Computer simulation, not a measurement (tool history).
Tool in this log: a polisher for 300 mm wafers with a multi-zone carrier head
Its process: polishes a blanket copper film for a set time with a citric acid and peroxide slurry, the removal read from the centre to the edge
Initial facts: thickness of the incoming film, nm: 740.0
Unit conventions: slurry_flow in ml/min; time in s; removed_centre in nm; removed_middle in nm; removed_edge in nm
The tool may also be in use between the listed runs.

run  hour  slurry_flow  centre_zone  middle_zone  edge_zone  slurry_solids  time  removed_centre  removed_middle  removed_edge
  1     0          140            1            1          1              1    78          176.29          174.51        181.57
  2   2.1          140            1            1          1              1    65          146.81          148.84        151.97
  3   8.9          140            1            1          1              1    76          172.69          172.06        172.68
  4   9.9          140            1            1       0.95              1    76          172.68          173.39        169.11
  5  12.2          135         1.01         0.97       0.94           0.95    73          166.31          158.85        160.41
  6  14.4          135         1.01         0.97       0.94            0.8    73           161.7          154.28        159.72
  7  20.6          130         1.01         0.95       0.92           0.75    69          149.18          142.32        145.19
  8  24.7          125         1.02         0.93       0.92            0.7    67          141.99          131.93        140.93
  9  25.3          120         1.03         0.91        0.9           0.65    65          139.22          124.86        131.97

Estimate the outcome of run 10 from the log above:
 10  30.6          115         1.03         0.89       0.89           0.65    64               ?               ?             ?

Run 10 gave removed_centre 134.6 nm, removed_middle 119.47 nm, removed_edge 129.39 nm.
